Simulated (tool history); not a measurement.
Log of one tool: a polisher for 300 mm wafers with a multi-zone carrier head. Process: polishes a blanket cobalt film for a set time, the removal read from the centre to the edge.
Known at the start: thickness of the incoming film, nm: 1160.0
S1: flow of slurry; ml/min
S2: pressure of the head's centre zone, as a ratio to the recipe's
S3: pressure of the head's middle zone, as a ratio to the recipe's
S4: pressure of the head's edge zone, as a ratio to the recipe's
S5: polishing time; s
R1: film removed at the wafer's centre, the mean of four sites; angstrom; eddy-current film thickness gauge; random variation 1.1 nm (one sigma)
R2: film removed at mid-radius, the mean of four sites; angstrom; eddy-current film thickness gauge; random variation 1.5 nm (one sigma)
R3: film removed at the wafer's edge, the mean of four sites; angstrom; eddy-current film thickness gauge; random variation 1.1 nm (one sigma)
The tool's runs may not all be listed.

run,hour,S1,S2,S3,S4,S5,R1,R2,R3
1,0,155,1,1,1,31,1736.2,1770.3,1698.3
2,0.8,155,1,1,1.05,31,1721,1729.9,1731.4
3,7.6,155,0.93,1,1.05,31,1613.6,1757.1,1742.8
4,15.8,155,0.95,0.98,1.05,31,1663.9,1665.6,1738.1
5,19.2,140,0.95,0.98,1.05,31,1619.8,1689.5,1718.1
6,22.3,145,0.96,0.96,1.04,31,1655.1,1665.5,1715.1

The next listed run, before its measurement:
7,23.3,145,0.97,0.94,1.04,31,?,?,?

{"run 7": {"R1": 1649.7, "R2": 1581.4, "R3": 1725.7}}

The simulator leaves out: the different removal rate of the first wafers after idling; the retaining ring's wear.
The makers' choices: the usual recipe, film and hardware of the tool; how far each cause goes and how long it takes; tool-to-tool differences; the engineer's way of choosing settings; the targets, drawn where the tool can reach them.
